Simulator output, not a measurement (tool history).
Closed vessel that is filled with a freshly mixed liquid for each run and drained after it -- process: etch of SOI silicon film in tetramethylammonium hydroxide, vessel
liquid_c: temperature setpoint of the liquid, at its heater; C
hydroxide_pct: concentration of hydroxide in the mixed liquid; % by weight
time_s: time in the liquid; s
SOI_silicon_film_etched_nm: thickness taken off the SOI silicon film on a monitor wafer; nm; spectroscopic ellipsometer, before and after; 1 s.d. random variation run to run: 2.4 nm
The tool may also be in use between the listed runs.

run	hour	liquid_c	hydroxide_pct	time_s	SOI_silicon_film_etched_nm
1	0.0	71.0	20.0	90	622.62
2	8.2	71.0	16.0	90	686.90
3	9.7	67.5	16.5	90	548.82
4	17.8	67.5	19.0	90	523.79
5	22.1	65.5	19.0	90	463.62
6	27.9	64.0	19.0	90	425.19
# hour 30.7: thermometer replaced
7	30.7	62.5	19.0	90	337.99

Expected results for the next run?
8	34.2	62.0	19.0	90	?

{"run 8": {"SOI_silicon_film_etched_nm": 330.56}}

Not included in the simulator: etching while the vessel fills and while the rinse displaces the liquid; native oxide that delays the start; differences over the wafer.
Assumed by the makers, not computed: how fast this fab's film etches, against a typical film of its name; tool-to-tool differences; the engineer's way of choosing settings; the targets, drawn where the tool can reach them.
